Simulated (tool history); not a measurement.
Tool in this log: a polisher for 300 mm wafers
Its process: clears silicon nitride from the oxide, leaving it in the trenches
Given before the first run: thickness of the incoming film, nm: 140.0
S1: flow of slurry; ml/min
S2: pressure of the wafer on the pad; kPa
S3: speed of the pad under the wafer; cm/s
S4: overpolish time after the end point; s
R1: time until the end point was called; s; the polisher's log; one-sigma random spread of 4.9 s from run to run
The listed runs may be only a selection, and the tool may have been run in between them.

run  hour   S1    S2   S3  S4      R1
  1   0.0  145  22.1  124  27  126.53
  2   4.6  145  18.6  120  27  159.11
  3  12.8  145  18.6  146  27  127.27
  4  13.9  145  18.6  146  27  122.74
  5  18.4  145  15.9  138  27  149.28
  6  24.1  145  13.8  130  27  182.46

The next listed run, before its measurement:
  7  25.4  145  12.4  128  27   ?

R1: 201.00 s

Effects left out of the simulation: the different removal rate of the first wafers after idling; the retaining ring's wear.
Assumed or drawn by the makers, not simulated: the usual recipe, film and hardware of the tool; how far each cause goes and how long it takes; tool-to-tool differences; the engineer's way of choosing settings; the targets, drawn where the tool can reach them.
